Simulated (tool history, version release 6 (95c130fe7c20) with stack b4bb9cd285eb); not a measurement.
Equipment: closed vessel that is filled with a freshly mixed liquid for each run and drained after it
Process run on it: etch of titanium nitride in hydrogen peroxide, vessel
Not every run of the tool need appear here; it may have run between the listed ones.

run	day	temperature setpoint of the liquid (°C)	concentration of hydrogen peroxide in the mixed liquid (% by weight)	time in the liquid (s)	thickness taken off the titanium nitride on a monitor wafer (nm)
1	0.000	50.0	21	780	18.006
2	0.192	51.0	21	780	19.202
3	0.388	51.0	21	780	19.295
4	0.712	52.0	21	780	20.544
5	0.825	53.0	21	780	22.000
6	0.988	53.5	21	780	22.852

Estimate the outcome of run 7 from the log above:
7	1.175	54.0	21	780	?

{"run 7": {"thickness taken off the titanium nitride on a monitor wafer (nm)": 23.449}}
